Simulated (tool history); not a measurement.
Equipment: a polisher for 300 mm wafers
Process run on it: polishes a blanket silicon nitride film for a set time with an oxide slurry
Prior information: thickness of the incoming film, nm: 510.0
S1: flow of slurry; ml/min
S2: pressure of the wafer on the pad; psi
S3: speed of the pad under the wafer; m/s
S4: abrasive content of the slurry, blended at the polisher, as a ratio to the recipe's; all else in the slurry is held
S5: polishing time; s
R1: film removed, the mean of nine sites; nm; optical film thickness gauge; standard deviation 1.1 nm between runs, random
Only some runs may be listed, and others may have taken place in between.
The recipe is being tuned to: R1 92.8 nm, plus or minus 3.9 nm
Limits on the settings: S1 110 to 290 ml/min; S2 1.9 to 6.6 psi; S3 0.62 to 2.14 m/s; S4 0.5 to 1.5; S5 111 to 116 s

run 1 hour=0 | S1=185 S2=4.2 S3=1.38 S4=1 S5=111 | R1=110.08
run 2 hour=2.3 | S1=185 S2=4 S3=1.38 S4=1 S5=111 | R1=104.88
run 3 hour=4.1 | S1=185 S2=3.8 S3=1.38 S4=1 S5=111 | R1=101.3
run 4 hour=5.7 | S1=185 S2=3.8 S3=1.38 S4=1.1 S5=111 | R1=106.69
run 5 hour=9.3 | S1=185 S2=3.8 S3=1.38 S4=1.1 S5=116 | R1=112.17
run 6 hour=11.5 | S1=185 S2=3.8 S3=1.38 S4=1 S5=116 | R1=105.24
run 7 hour=15.9 | S1=185 S2=3.6 S3=1.38 S4=1 S5=116 | R1=101.53
run 8 hour=18.4 | S1=185 S2=3.5 S3=1.38 S4=1 S5=116 | R1=98.19
run 9 hour=23.7 | S1=185 S2=3.4 S3=1.38 S4=1 S5=116 | R1=98.691

Exactly one of the 5 candidate moves below puts every result within its allowed miss. Which one?
run A hour=29 | S1=230 S2=2.8 S3=1.62 S4=1.2 S5=116 | R1=?
run B hour=29 | S1=210 S2=3.6 S3=1.24 S4=1.05 S5=111 | R1=?
run C hour=29 | S1=250 S2=3.7 S3=1.04 S4=1 S5=111 | R1=?
run D hour=29 | S1=155 S2=3.5 S3=1.14 S4=1 S5=116 | R1=?
run E hour=29 | S1=160 S2=3.5 S3=1.64 S4=0.65 S5=115 | R1=?

move=A R1=114.54
move=B R1=95.866
move=C R1=84.433
move=D R1=85.357
move=E R1=86.247
A: the biggest miss grows against the last run
B: meets every target
C: moves the result that the last run missed by most past its target, out the other side
D: moves the result that the last run missed by most past its target, out the other side
E: moves the result that the last run missed by most past its target, out the other side
So the answer is move B, the one that meets all the targets.
